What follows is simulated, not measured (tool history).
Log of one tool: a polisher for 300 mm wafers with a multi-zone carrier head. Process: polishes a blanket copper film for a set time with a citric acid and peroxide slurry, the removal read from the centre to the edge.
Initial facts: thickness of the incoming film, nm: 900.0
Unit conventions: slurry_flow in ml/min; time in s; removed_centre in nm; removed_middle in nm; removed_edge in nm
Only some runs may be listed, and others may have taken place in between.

run 1 hour=0 | slurry_flow=165 centre_zone=1 middle_zone=1 edge_zone=1 slurry_solids=1 time=66 | removed_centre=176.35 removed_middle=173.46 removed_edge=174.9
run 2 hour=0.7 | slurry_flow=205 centre_zone=1 middle_zone=1 edge_zone=1 slurry_solids=1 time=66 | removed_centre=184.73 removed_middle=180.06 removed_edge=186.24
run 3 hour=9.1 | slurry_flow=205 centre_zone=1 middle_zone=1 edge_zone=1 slurry_solids=1 time=81 | removed_centre=219.87 removed_middle=222.03 removed_edge=222.56
run 4 hour=11.4 | slurry_flow=205 centre_zone=1 middle_zone=1 edge_zone=1 slurry_solids=1 time=93 | removed_centre=259.72 removed_middle=255.19 removed_edge=262.6
run 5 hour=14.6 | slurry_flow=165 centre_zone=1 middle_zone=1 edge_zone=1 slurry_solids=1 time=93 | removed_centre=247.76 removed_middle=246.54 removed_edge=252.67
run 6 hour=23.5 | slurry_flow=155 centre_zone=0.97 middle_zone=1.02 edge_zone=0.97 slurry_solids=0.95 time=93 | removed_centre=231.32 removed_middle=245.94 removed_edge=242.31
-- hour=29.7 edge zone pressure recalibrated
run 7 hour=29.7 | slurry_flow=145 centre_zone=0.96 middle_zone=1.03 edge_zone=0.95 slurry_solids=0.95 time=93 | removed_centre=222.59 removed_middle=245.09 removed_edge=234.5

Forecast run 8:
run 8 hour=32.3 | slurry_flow=140 centre_zone=0.95 middle_zone=1.04 edge_zone=0.94 slurry_solids=0.95 time=93 | removed_centre=? removed_middle=? removed_edge=?

Logged for run 8: removed_centre 222.65 nm, removed_middle 243.16 nm, removed_edge 232.61 nm.
